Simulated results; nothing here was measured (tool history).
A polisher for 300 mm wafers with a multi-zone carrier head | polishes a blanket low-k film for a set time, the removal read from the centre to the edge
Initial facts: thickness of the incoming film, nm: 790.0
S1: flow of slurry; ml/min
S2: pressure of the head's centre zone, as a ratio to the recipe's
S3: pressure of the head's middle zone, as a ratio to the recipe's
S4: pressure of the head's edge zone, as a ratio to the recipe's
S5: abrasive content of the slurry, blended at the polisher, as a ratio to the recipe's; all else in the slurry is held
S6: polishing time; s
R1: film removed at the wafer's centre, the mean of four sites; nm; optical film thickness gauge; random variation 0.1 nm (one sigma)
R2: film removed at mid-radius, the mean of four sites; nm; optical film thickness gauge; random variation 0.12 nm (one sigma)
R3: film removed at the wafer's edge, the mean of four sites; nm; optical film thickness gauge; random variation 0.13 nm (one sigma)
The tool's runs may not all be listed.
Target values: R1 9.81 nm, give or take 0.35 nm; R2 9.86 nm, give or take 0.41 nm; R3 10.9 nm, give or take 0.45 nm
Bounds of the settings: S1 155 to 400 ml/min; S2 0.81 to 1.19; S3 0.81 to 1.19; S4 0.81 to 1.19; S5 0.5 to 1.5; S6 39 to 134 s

run	day	S1	S2	S3	S4	S5	S6	R1	R2	R3
1	0	255	1	1	1	1	86	22.873	22.533	23
2	0.288	250	0.98	0.98	0.99	0.95	81	20.568	20.362	21.418
3	0.642	250	0.98	0.98	0.99	1.05	81	22.201	21.987	22.14
4	1	250	0.94	0.98	0.99	1.05	81	21.185	21.611	21.86
5	1.221	250	0.99	0.98	0.99	1.05	81	22.269	21.74	22.283
6	1.5	250	1.07	0.98	0.99	1.05	81	23.511	21.232	22.412
7	1.562	200	0.97	0.88	1.01	0.8	57	12.42	11.424	13.201
8	1.8	185	0.87	0.83	0.91	0.65	57	9.9164	9.3461	10.832

Exactly one of the 4 candidate moves below puts every result within its allowed miss. Which one?
A	2.038	155	0.86	0.85	0.94	0.55	61	?	?	?
B	2.038	165	0.93	0.88	0.84	0.5	68	?	?	?
C	2.038	155	0.86	0.88	0.89	0.7	56	?	?	?
D	2.038	210	0.81	0.87	0.82	0.8	45	?	?	?

move	R1	R2	R3
A	8.6577	8.8953	10.141
B	9.4852	9.4818	9.9393
C	9.615	10.164	10.975
D	8.6515	9.3689	9.6931
A: further off than the last run
B: gets the furthest-off result to its target, but another result is out of tolerance
C: each result inside its tolerance
D: further off than the last run
Go with C: it meets all targets.

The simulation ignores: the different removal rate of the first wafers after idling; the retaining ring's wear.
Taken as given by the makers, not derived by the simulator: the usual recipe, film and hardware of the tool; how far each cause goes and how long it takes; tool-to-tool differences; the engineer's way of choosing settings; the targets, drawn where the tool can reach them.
